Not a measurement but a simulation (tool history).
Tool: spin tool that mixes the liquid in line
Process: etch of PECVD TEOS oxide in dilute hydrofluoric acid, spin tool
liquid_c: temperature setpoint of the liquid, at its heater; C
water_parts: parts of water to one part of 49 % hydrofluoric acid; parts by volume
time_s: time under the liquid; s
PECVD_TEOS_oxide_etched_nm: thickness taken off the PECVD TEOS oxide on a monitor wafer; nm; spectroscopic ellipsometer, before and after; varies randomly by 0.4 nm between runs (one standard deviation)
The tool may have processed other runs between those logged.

run 1 hour=0 | liquid_c=23 water_parts=190 time_s=260 | PECVD_TEOS_oxide_etched_nm=28.518
run 2 hour=6.2 | liquid_c=25 water_parts=190 time_s=260 | PECVD_TEOS_oxide_etched_nm=30.637
run 3 hour=14.5 | liquid_c=22.5 water_parts=190 time_s=260 | PECVD_TEOS_oxide_etched_nm=28.065
run 4 hour=16 | liquid_c=22.5 water_parts=220 time_s=260 | PECVD_TEOS_oxide_etched_nm=23.355
run 5 hour=21.1 | liquid_c=24 water_parts=190 time_s=260 | PECVD_TEOS_oxide_etched_nm=29.651
run 6 hour=28.9 | liquid_c=25 water_parts=165 time_s=260 | PECVD_TEOS_oxide_etched_nm=36.468
run 7 hour=34.6 | liquid_c=26 water_parts=145 time_s=260 | PECVD_TEOS_oxide_etched_nm=43.977
run 8 hour=42.4 | liquid_c=27 water_parts=130 time_s=260 | PECVD_TEOS_oxide_etched_nm=51.982
run 9 hour=49.2 | liquid_c=27.5 water_parts=120 time_s=260 | PECVD_TEOS_oxide_etched_nm=58.333
run 10 hour=51.2 | liquid_c=28 water_parts=115 time_s=260 | PECVD_TEOS_oxide_etched_nm=62.804
run 11 hour=55.1 | liquid_c=28.5 water_parts=110 time_s=260 | PECVD_TEOS_oxide_etched_nm=66.722
run 12 hour=63.5 | liquid_c=29 water_parts=105 time_s=260 | PECVD_TEOS_oxide_etched_nm=71.979

What does the tool deliver on the next run?
run 13 hour=64.4 | liquid_c=29.5 water_parts=105 time_s=260 | PECVD_TEOS_oxide_etched_nm=?

Run 13 measured PECVD_TEOS_oxide_etched_nm 72.558 nm.
